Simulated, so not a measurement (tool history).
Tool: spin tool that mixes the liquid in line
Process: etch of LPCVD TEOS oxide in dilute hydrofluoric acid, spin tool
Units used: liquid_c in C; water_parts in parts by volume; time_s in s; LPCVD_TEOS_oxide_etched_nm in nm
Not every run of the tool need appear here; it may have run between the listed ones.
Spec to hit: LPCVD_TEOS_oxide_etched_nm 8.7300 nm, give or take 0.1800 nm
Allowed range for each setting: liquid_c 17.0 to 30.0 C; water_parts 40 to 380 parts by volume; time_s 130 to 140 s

run	hour	liquid_c	water_parts	time_s	LPCVD_TEOS_oxide_etched_nm
1	0.0	22.0	210	130	16.5010
2	8.4	21.0	225	130	14.3730
3	15.9	21.0	225	130	14.5510
4	17.1	21.0	265	130	11.7580
5	26.0	23.0	265	130	12.5480
6	32.5	23.0	265	140	13.4280
# hour 38.1: thermometer replaced
7	38.1	22.0	275	140	11.6340
8	46.9	21.0	275	140	11.1540
9	49.1	20.5	275	140	11.0470
10	54.1	20.0	275	140	10.8370
11	62.3	19.5	275	140	10.7670

Of the 4 settings listed for the next run, only one would bring every result within its allowed miss of target. Which one?
A	70.5	21.0	315	130	?
B	70.5	18.5	280	130	?
C	70.5	20.0	245	135	?
D	70.5	20.5	320	130	?

move	LPCVD_TEOS_oxide_etched_nm
A	8.8090
B	9.3280
C	12.0910
D	8.4794
A: hits every target within its allowed miss
B: gains on the last run, yet a result remains outside its allowed miss
C: its largest miss is bigger than the last run's
D: carries the result that was furthest off beyond its target, to the other side
The right move is A.
